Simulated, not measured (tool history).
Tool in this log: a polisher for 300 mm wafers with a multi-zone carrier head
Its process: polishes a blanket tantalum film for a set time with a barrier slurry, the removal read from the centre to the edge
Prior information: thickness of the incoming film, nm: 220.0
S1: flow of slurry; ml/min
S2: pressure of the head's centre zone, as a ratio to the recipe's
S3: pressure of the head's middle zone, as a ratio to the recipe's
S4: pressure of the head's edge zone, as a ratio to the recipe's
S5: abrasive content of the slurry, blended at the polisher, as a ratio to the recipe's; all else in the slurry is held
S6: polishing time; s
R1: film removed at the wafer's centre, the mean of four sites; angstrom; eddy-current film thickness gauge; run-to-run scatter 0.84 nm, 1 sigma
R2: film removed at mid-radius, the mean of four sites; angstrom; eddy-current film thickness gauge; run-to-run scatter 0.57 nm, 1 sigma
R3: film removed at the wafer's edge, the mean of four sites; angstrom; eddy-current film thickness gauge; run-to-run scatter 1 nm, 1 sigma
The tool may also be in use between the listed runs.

Run 1, hour 0: S1 285 ml/min, S2 1, S3 1, S4 1, S5 1, S6 61 s. Result: R1 570.82 angstrom, R2 587.64 angstrom, R3 560.92 angstrom.
Run 2, hour 4.8: S1 290 ml/min, S2 1.04, S3 1.02, S4 1.04, S5 1.15, S6 62 s. Result: R1 622.07 angstrom, R2 632.36 angstrom, R3 610.14 angstrom.
Run 3, hour 7.6: S1 290 ml/min, S2 1.04, S3 1.02, S4 1.04, S5 1, S6 62 s. Result: R1 598.76 angstrom, R2 605.37 angstrom, R3 586.61 angstrom.
Run 4, hour 8.4: S1 290 ml/min, S2 1.04, S3 0.98, S4 1.04, S5 1, S6 62 s. Result: R1 613.03 angstrom, R2 588.83 angstrom, R3 584.6 angstrom.
Run 5, hour 16.1: S1 300 ml/min, S2 1.08, S3 1.01, S4 1.07, S5 1.15, S6 63 s. Result: R1 648.79 angstrom, R2 640.76 angstrom, R3 620.92 angstrom.
Run 6, hour 21.9: S1 300 ml/min, S2 1.1, S3 1, S4 1.08, S5 1.25, S6 65 s. Result: R1 695.37 angstrom, R2 660.68 angstrom, R3 669.25 angstrom.
Run 7, hour 22.8: S1 310 ml/min, S2 1.13, S3 1.02, S4 1.08, S5 1.35, S6 66 s. Result: R1 735.82 angstrom, R2 697.89 angstrom, R3 676.76 angstrom.
Run 8, hour 26.1: S1 310 ml/min, S2 1.14, S3 1.03, S4 1.1, S5 1.4, S6 67 s. Result: R1 754.34 angstrom, R2 726.7 angstrom, R3 710.55 angstrom.
Run 9, hour 26.6: S1 315 ml/min, S2 1.15, S3 1.03, S4 1.11, S5 1.45, S6 67 s. Result: R1 777.41 angstrom, R2 723.35 angstrom, R3 698.35 angstrom.
Run 10, hour 34.3: S1 310 ml/min, S2 1.15, S3 1.03, S4 1.12, S5 1.45, S6 68 s. Result: R1 785.67 angstrom, R2 727.24 angstrom, R3 737.27 angstrom.

Predict the results of run 11:
Run 11, hour 41: S1 320 ml/min, S2 1.15, S3 1.04, S4 1.12, S5 1.45, S6 68 s. Result: R1 ?, R2 ?, R3 ?.

{"run 11": {"R1": 786.05, "R2": 752.77, "R3": 721.56}}
